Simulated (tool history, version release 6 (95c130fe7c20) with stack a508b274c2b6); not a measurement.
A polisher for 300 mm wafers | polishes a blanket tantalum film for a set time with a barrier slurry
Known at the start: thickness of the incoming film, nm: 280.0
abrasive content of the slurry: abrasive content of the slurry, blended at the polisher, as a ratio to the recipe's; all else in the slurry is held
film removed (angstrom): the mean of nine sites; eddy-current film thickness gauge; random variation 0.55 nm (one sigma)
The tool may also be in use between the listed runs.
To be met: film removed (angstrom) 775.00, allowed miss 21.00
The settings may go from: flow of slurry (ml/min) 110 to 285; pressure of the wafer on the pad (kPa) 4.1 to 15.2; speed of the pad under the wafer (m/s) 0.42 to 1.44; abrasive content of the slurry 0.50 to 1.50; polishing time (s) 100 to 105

run,hour,flow of slurry (ml/min),pressure of the wafer on the pad (kPa),speed of the pad under the wafer (m/s),abrasive content of the slurry,polishing time (s),film removed (angstrom)
1,0.0,180,9.7,0.92,1.00,100,1070.40
2,8.3,175,9.0,0.92,1.00,100,1016.60
3,11.2,175,8.3,0.92,1.00,100,933.40
4,18.3,170,7.6,0.92,1.00,100,844.26
5,21.1,165,7.6,0.92,1.00,100,850.80
6,25.6,145,7.6,0.92,1.00,100,825.63
7,32.9,140,7.6,0.92,1.00,100,818.78
8,35.6,135,7.6,0.92,1.00,100,808.45
9,37.9,120,6.9,0.92,1.00,100,719.62
10,39.8,130,6.9,0.92,1.00,100,729.06
11,41.9,135,6.9,0.92,1.00,100,737.35
12,49.3,135,6.9,0.92,1.00,100,736.86
13,53.4,140,6.9,0.92,1.00,100,739.99
14,56.8,145,6.9,0.92,1.00,100,753.89

4 next moves are on the table. One of them brings every result within its allowed miss. Which?
A,60.2,155,6.2,1.04,1.00,104,?
B,60.2,110,7.6,0.84,0.95,100,?
C,60.2,145,6.9,0.94,0.90,100,?
D,60.2,125,5.5,1.20,1.05,105,?

move,film removed (angstrom)
A,773.57
B,721.35
C,740.31
D,740.98
A: meets every target
B: further off than the last run
C: further off than the last run
D: further off than the last run
Answer: A

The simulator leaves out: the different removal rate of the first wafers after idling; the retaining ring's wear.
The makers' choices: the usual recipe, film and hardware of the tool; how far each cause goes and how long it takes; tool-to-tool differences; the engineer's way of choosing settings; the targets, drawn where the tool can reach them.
